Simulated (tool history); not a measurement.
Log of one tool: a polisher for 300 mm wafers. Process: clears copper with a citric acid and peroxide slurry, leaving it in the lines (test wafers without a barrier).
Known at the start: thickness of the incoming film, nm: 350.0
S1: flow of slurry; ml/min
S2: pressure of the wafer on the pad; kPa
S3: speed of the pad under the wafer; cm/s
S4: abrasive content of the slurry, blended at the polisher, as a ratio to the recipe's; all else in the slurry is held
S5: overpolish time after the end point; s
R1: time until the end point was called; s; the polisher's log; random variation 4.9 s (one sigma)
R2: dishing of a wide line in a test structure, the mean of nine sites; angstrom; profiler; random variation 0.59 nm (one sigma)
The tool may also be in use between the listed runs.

run    day   S1    S2   S3   S4  S5      R1      R2
  1  0.000  305  15.9  138  1.0  21  137.11  330.24
  2  0.146  305  19.3  138  1.0  21  114.88  385.29
  3  0.383  305  17.2  138  1.0  21  131.66  354.04
  4  0.712  305  17.2  114  1.0  21  153.80  289.31
  5  0.938  305  15.2  114  1.0  21  177.06  268.63
  6  1.262  305  13.8  114  1.0  24  186.72  278.64

The next listed run, before its measurement:
  7  1.300  305  12.4  114  1.0  27   ?   ?

{"run 7": {"R1": 206.44, "R2": 273.54}}
